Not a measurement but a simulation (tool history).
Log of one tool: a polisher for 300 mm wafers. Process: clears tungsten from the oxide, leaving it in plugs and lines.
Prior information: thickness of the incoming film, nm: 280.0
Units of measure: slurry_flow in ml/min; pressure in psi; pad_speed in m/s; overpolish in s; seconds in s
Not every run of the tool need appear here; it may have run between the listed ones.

run,day,slurry_flow,pressure,pad_speed,slurry_solids,overpolish,seconds
1,0,275,4.9,0.96,1,5,47.688
2,0.05,275,5.2,0.96,1,5,44.513
3,0.221,330,5.2,0.96,1,5,43.729
4,0.429,330,5.4,0.96,1,5,42.379
5,0.792,295,5.4,0.96,1,5,41.967
6,1.054,295,5.4,0.96,0.85,5,43.851
7,1.392,295,5.6,0.96,0.85,5,43.305

Expected results for the next run?
8,1.454,295,5.8,0.96,0.85,5,?

seconds: 40.955 s
